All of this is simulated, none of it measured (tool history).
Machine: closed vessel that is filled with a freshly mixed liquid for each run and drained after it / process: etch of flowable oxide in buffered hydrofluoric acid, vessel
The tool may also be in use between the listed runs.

run	hour	temperature setpoint of the liquid (K)	parts of 40 % ammonium fluoride to one part of 49 % hydrofluoric acid (parts by volume)	time in the liquid (s)	thickness taken off the flowable oxide on a monitor wafer (angstrom)
1	0.0	294.15	19.5	90	2327.6
2	8.5	294.15	19.5	100	2543.5
3	15.2	294.15	16.5	100	3017.7
4	19.9	294.15	16.5	90	2733.7
5	28.1	294.15	12.0	90	3670.5
6	30.0	294.15	16.0	90	2769.7
7	34.1	295.65	16.0	90	2998.0
8	42.4	296.65	16.0	90	3189.8
9	50.1	297.65	16.0	90	3389.0
10	55.9	298.15	16.0	90	3473.7

Run 11 has not been measured yet. What should we expect?
11	56.9	298.65	16.0	90	?

thickness taken off the flowable oxide on a monitor wafer (angstrom): 3526.0

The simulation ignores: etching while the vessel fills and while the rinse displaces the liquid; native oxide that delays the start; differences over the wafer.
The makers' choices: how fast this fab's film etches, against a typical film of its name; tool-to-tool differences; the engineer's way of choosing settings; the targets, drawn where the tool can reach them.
